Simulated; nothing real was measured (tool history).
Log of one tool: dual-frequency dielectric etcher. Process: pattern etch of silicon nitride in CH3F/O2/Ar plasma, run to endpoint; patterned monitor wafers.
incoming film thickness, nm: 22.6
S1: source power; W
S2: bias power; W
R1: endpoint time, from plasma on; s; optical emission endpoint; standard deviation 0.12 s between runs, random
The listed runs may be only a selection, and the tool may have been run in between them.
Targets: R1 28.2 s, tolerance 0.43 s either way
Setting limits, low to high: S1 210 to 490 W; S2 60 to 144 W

run 1 hour=0 | S1=350 S2=102 | R1=30.819
run 2 hour=4.2 | S1=370 S2=103 | R1=30.152
run 3 hour=6.9 | S1=330 S2=103 | R1=31.058
run 4 hour=7.8 | S1=330 S2=95 | R1=32.203
run 5 hour=11.5 | S1=330 S2=83 | R1=33.502
run 6 hour=12.2 | S1=370 S2=86 | R1=32.37
run 7 hour=20.2 | S1=400 S2=90 | R1=31.048
run 8 hour=24.6 | S1=420 S2=92 | R1=30.327
run 9 hour=31 | S1=440 S2=94 | R1=29.551
run 10 hour=34.4 | S1=450 S2=95 | R1=29.346
run 11 hour=40.6 | S1=460 S2=96 | R1=28.817
run 12 hour=44.7 | S1=470 S2=96 | R1=28.735

Which of these 4 next moves meets every target?
run A hour=48.8 | S1=490 S2=107 | R1=?
run B hour=48.8 | S1=470 S2=109 | R1=?
run C hour=48.8 | S1=490 S2=103 | R1=?
run D hour=48.8 | S1=490 S2=98 | R1=?

move=A R1=27.277
move=B R1=27.425
move=C R1=27.697
move=D R1=28.253
A: takes the result that was furthest off past its target
B: takes the result that was furthest off past its target
C: takes the result that was furthest off past its target
D: all results land within tolerance of their targets
Answer: D

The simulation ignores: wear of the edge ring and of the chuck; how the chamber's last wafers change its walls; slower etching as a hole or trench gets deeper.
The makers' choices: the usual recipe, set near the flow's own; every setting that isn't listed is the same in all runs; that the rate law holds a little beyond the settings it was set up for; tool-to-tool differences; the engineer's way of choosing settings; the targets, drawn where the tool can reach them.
